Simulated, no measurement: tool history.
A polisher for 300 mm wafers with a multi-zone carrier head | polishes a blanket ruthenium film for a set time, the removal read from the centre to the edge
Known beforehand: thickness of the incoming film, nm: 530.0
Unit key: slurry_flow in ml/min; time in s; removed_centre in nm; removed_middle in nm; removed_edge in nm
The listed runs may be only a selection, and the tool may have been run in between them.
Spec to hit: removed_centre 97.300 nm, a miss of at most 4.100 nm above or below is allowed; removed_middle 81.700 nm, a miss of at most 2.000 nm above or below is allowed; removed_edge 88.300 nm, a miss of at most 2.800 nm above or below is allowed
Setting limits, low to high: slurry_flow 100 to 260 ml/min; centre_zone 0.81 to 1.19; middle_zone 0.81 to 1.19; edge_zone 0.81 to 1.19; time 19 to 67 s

run,hour,slurry_flow,centre_zone,middle_zone,edge_zone,time,removed_centre,removed_middle,removed_edge
1,0.0,165,1.00,1.00,1.00,43,73.956,73.411,73.809
2,8.5,165,1.00,1.00,1.05,43,74.801,73.335,76.457
3,15.5,125,1.00,1.00,1.05,43,70.999,70.602,73.674
4,17.9,150,1.04,1.01,1.08,43,75.137,72.687,74.644
5,24.7,150,1.04,1.01,1.14,43,76.305,72.244,77.335
6,30.0,150,1.04,1.01,1.14,35,61.423,60.014,63.213
7,38.5,165,1.06,1.01,1.15,38,69.658,65.708,68.437
8,47.1,175,1.07,1.00,1.16,40,73.091,68.571,73.213

4 candidate next runs follow, results not yet known. Just one meets every target within its allowed miss. Identify it.
A,55.7,180,1.05,0.90,1.16,48,?,?,?
B,55.7,135,1.08,0.90,1.12,50,?,?,?
C,55.7,195,1.19,0.91,1.19,47,?,?,?
D,55.7,230,1.17,0.98,1.15,47,?,?,?

move,removed_centre,removed_middle,removed_edge
A,86.896,74.964,89.041
B,88.963,75.178,88.860
C,96.425,74.747,88.853
D,97.145,80.922,88.671
A: better than the last run, though not everything is in spec
B: better than the last run, though not everything is in spec
C: better than the last run, though not everything is in spec
D: every result lands within tolerance
Go with D: it meets all targets.

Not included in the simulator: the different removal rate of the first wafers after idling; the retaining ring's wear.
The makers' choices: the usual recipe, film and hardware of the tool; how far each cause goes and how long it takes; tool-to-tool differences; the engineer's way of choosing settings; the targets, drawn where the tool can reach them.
